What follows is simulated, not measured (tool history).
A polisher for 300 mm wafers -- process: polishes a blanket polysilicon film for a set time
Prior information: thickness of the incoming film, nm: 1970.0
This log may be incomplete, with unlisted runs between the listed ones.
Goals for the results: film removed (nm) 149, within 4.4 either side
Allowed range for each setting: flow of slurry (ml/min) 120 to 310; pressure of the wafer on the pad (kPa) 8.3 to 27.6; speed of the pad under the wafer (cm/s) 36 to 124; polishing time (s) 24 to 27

run	hour	flow of slurry (ml/min)	pressure of the wafer on the pad (kPa)	speed of the pad under the wafer (cm/s)	polishing time (s)	film removed (nm)
1	0	200	17.9	80	27	169.65
2	3.4	200	17.9	64	27	136.41
3	8.7	200	17.9	56	27	120.41
4	15.7	175	17.9	56	27	118.64
5	19.1	175	17.9	56	27	117.94
6	26.1	175	15.2	56	27	105.58
7	26.7	185	17.2	56	27	118.27
8	34.5	200	18.6	56	27	122.88
9	38.1	200	20	56	27	127.98
10	44.6	200	21.4	56	27	136.53
11	51.5	200	22.1	56	27	136.73
12	53.5	205	22.8	56	27	140.97
13	59.1	205	23.4	56	27	143.91
14	63.1	205	23.4	56	27	144.1

Which single option among these 4 for the next run brings every result within its allowed miss of target? Just one does.
A	67.1	265	26.2	54	24	?
B	67.1	220	23.4	54	26	?
C	67.1	205	22.8	60	27	?
D	67.1	250	21.4	56	27	?

move	film removed (nm)
A	136.8
B	134.64
C	150.29
D	138.34
A: lands further from the targets than the last run did
B: lands further from the targets than the last run did
C: all results land within tolerance of their targets
D: lands further from the targets than the last run did
Move C is the one to make.
